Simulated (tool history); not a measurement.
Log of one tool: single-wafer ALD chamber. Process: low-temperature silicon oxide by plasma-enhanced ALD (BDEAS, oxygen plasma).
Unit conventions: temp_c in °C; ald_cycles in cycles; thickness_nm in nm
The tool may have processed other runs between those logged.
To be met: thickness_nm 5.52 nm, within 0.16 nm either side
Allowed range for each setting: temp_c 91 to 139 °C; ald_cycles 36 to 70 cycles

run,hour,temp_c,ald_cycles,thickness_nm
1,0,115,53,7.5874
2,7.8,116,49,7.0303
3,10.8,112,49,7.0899
4,18.5,119,49,6.9452
5,23.6,119,46,6.5888
6,25,120,44,6.3038
7,34,121,43,6.1182
8,40.6,122,42,5.9333
9,41.5,123,41,5.8048
10,50.2,124,41,5.7793

Exercise: of the 5 proposed moves below, exactly one satisfies all targets within the stated allowed misses. Which move is it?
A,58.9,133,37,?
B,58.9,133,45,?
C,58.9,115,38,?
D,58.9,128,36,?
E,58.9,129,43,?

move,thickness_nm
A,5.0982
B,6.2005
C,5.4432
D,5.0149
E,5.977
A: takes the biggest miss from the last run beyond its target
B: lands further from the targets than the last run did
C: all results in spec
D: takes the biggest miss from the last run beyond its target
E: lands further from the targets than the last run did
The move that meets every target is C.

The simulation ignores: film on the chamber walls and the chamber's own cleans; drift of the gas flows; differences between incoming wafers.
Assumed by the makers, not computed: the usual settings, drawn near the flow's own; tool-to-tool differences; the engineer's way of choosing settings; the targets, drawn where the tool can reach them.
